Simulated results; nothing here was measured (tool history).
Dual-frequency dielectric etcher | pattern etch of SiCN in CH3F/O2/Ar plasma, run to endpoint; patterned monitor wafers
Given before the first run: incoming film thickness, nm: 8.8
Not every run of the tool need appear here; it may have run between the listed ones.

Run 1, hour 0.0: source power (W) 320, bias power (W) 67. Result: endpoint time (s) 25.569.
Run 2, hour 2.2: source power (W) 360, bias power (W) 67. Result: endpoint time (s) 24.060.
Run 3, hour 3.4: source power (W) 360, bias power (W) 75. Result: endpoint time (s) 22.839.
Run 4, hour 6.9: source power (W) 340, bias power (W) 74. Result: endpoint time (s) 23.696.
Run 5, hour 11.2: source power (W) 390, bias power (W) 74. Result: endpoint time (s) 22.099.
Run 6, hour 15.7: source power (W) 440, bias power (W) 74. Result: endpoint time (s) 20.893.
Run 7, hour 16.6: source power (W) 420, bias power (W) 72. Result: endpoint time (s) 21.588.
Run 8, hour 17.9: source power (W) 400, bias power (W) 70. Result: endpoint time (s) 22.188.

Run 9, settings as shown, results not yet in. Your forecast:
Run 9, hour 26.7: source power (W) 340, bias power (W) 56. Result: endpoint time (s) ?.

{"run 9": {"endpoint time (s)": 26.566}}
